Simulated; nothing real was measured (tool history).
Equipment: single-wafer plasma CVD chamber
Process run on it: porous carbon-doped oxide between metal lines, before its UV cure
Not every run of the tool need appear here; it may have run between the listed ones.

run  hour  heater temperature setpoint (K)  RF power (kW)  deposition time (s)  mean film thickness on the monitor wafer (Å)
  1   0.0                           593.15          0.600                 28.3                                        1366.5
  2   1.8                           593.15          0.535                 28.3                                        1290.1
  3   9.8                           593.15          0.535                 28.3                                        1286.9
  4  12.0                           593.15          0.535                 28.3                                        1284.1
  5  15.5                           588.15          0.575                 28.3                                        1369.4
  6  21.2                           588.15          0.575                 27.0                                        1308.5
  7  26.8                           586.15          0.615                 27.3                                        1382.0
  8  30.5                           584.15          0.645                 27.6                                        1448.4

Run 9 comes next. What will it give?
     37.9  -- RF generator calibrated
  9  37.9                           575.15          0.735                 28.3                                             ?

mean film thickness on the monitor wafer (Å): 1713.5
